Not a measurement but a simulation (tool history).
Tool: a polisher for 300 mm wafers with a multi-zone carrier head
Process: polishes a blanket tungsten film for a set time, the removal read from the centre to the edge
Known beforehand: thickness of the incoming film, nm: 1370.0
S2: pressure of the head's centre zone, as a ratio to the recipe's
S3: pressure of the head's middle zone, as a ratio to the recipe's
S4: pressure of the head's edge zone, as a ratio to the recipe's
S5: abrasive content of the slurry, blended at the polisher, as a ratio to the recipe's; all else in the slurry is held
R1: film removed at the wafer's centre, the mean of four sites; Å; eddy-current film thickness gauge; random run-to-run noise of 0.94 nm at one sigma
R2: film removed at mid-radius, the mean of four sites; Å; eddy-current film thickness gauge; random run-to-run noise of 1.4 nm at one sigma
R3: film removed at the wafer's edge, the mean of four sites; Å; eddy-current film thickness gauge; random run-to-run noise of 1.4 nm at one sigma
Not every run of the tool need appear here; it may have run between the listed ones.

run 1 day=0 | flow_of_slurry_(ml/min)=275 S2=1 S3=1 S4=1 S5=1 polishing_time_(s)=33 | R1=1523.2 R2=1499.9 R3=1577.5
run 2 day=0.071 | flow_of_slurry_(ml/min)=275 S2=1.01 S3=0.99 S4=0.99 S5=0.95 polishing_time_(s)=32 | R1=1456.2 R2=1386.6 R3=1464.5
run 3 day=0.279 | flow_of_slurry_(ml/min)=275 S2=1.01 S3=0.98 S4=0.98 S5=0.9 polishing_time_(s)=32 | R1=1465.6 R2=1358.3 R3=1445.9
run 4 day=0.354 | flow_of_slurry_(ml/min)=275 S2=1.01 S3=0.98 S4=0.98 S5=1.05 polishing_time_(s)=32 | R1=1526.2 R2=1419.6 R3=1528.9
run 5 day=0.65 | flow_of_slurry_(ml/min)=275 S2=1.01 S3=0.98 S4=0.98 S5=1.05 polishing_time_(s)=29 | R1=1357 R2=1306.9 R3=1381.5
run 6 day=0.846 | flow_of_slurry_(ml/min)=330 S2=1.01 S3=0.98 S4=0.98 S5=1.05 polishing_time_(s)=29 | R1=1398.9 R2=1333.8 R3=1431.2

Expected results for the next run?
run 7 day=0.925 | flow_of_slurry_(ml/min)=320 S2=1.01 S3=0.97 S4=0.96 S5=1 polishing_time_(s)=29 | R1=? R2=? R3=?

{"run 7": {"R1": 1390.5, "R2": 1283.9, "R3": 1418.1}}
